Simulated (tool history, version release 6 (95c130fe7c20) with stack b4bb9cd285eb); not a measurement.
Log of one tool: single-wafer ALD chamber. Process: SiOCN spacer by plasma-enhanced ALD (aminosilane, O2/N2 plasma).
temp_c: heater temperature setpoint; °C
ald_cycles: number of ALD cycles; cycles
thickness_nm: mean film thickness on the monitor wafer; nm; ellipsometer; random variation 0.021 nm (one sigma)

run 1 hour=0.0 | temp_c=410 ald_cycles=70 | thickness_nm=4.1894
run 2 hour=5.6 | temp_c=410 ald_cycles=79 | thickness_nm=4.7529
run 3 hour=12.2 | temp_c=410 ald_cycles=70 | thickness_nm=4.1886
run 4 hour=19.2 | temp_c=412 ald_cycles=69 | thickness_nm=4.1395
run 5 hour=20.5 | temp_c=412 ald_cycles=73 | thickness_nm=4.3860
run 6 hour=24.7 | temp_c=412 ald_cycles=70 | thickness_nm=4.1578

Forecast run 7:
run 7 hour=32.2 | temp_c=414 ald_cycles=69 | thickness_nm=?

Run 7 gave thickness_nm 4.1179 nm.
